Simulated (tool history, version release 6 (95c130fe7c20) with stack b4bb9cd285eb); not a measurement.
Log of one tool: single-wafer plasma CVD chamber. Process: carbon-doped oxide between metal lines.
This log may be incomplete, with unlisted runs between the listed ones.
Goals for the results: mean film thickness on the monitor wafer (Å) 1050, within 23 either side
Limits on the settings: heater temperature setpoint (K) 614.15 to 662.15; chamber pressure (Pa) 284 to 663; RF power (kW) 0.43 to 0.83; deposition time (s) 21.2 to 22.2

run	day	heater temperature setpoint (K)	chamber pressure (Pa)	RF power (kW)	deposition time (s)	mean film thickness on the monitor wafer (Å)
1	0	638.15	473	0.63	22.2	1200.8
2	0.371	638.15	473	0.705	22.2	1281.7
3	0.571	639.15	460	0.665	22.1	1221.4
4	0.617	641.15	437	0.645	22	1173.1
5	0.796	643.15	416	0.635	22	1171.6
6	1.054	643.15	416	0.635	21.2	1131.9
7	1.088	644.15	408	0.62	21.2	1104.8
8	1.292	645.15	399	0.615	21.2	1091.3
9	1.629	646.15	392	0.61	21.2	1079.5
10	1.65	647.15	388	0.605	21.2	1076.2

Exactly one of the 4 candidate moves below puts every result within its allowed miss. Which one?
A	1.671	657.15	349	0.67	21.2	?
B	1.671	649.15	385	0.62	21.2	?
C	1.671	650.15	385	0.58	21.2	?
D	1.671	646.15	373	0.605	21.6	?

move	mean film thickness on the monitor wafer (Å)
A	1108.6
B	1086.9
C	1045.4
D	1098.9
A: the biggest miss grows against the last run
B: the biggest miss grows against the last run
C: all results in spec
D: the biggest miss grows against the last run
The move that meets every target is C.
